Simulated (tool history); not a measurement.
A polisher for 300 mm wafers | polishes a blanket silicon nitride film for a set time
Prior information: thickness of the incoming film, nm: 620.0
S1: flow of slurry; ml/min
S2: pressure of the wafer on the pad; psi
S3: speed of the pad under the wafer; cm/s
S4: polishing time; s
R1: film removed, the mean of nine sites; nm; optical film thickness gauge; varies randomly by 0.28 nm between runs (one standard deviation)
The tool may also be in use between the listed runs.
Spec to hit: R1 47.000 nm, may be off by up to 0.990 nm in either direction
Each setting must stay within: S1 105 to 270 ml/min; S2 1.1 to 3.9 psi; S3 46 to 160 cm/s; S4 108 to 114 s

run 1 hour=0.0 | S1=175 S2=2.5 S3=102 S4=108 | R1=126.480
run 2 hour=2.7 | S1=145 S2=2.5 S3=102 S4=108 | R1=124.290
run 3 hour=10.1 | S1=140 S2=2.3 S3=96 S4=108 | R1=108.840
run 4 hour=15.2 | S1=140 S2=2.6 S3=96 S4=108 | R1=121.550
run 5 hour=18.3 | S1=140 S2=2.1 S3=96 S4=108 | R1=99.943
run 6 hour=22.3 | S1=135 S2=2.0 S3=90 S4=108 | R1=90.544
run 7 hour=26.2 | S1=135 S2=1.9 S3=86 S4=108 | R1=84.593
run 8 hour=33.1 | S1=135 S2=1.8 S3=82 S4=108 | R1=77.066
run 9 hour=40.3 | S1=135 S2=1.7 S3=80 S4=108 | R1=72.844
run 10 hour=44.8 | S1=135 S2=1.6 S3=78 S4=108 | R1=68.404
run 11 hour=53.9 | S1=135 S2=1.5 S3=76 S4=108 | R1=63.186
run 12 hour=59.5 | S1=135 S2=1.4 S3=74 S4=108 | R1=58.845
run 13 hour=61.5 | S1=135 S2=1.4 S3=72 S4=108 | R1=57.497
run 14 hour=67.4 | S1=135 S2=1.2 S3=68 S4=108 | R1=48.964
run 15 hour=68.6 | S1=140 S2=1.2 S3=68 S4=108 | R1=49.322
run 16 hour=75.7 | S1=145 S2=1.2 S3=68 S4=108 | R1=49.956

Which one of the following 4 next-run settings gets every result inside its allowed miss? There is exactly one.
run A hour=82.8 | S1=235 S2=1.1 S3=58 S4=108 | R1=?
run B hour=82.8 | S1=150 S2=1.3 S3=66 S4=114 | R1=?
run C hour=82.8 | S1=120 S2=1.1 S3=72 S4=108 | R1=?
run D hour=82.8 | S1=130 S2=1.1 S3=66 S4=108 | R1=?

move=A R1=43.815
move=B R1=54.151
move=C R1=46.288
move=D R1=44.016
A: carries the result that was furthest off beyond its target, to the other side
B: further off than the last run
C: all results land within tolerance of their targets
D: carries the result that was furthest off beyond its target, to the other side
Correct choice: C, which meets every target

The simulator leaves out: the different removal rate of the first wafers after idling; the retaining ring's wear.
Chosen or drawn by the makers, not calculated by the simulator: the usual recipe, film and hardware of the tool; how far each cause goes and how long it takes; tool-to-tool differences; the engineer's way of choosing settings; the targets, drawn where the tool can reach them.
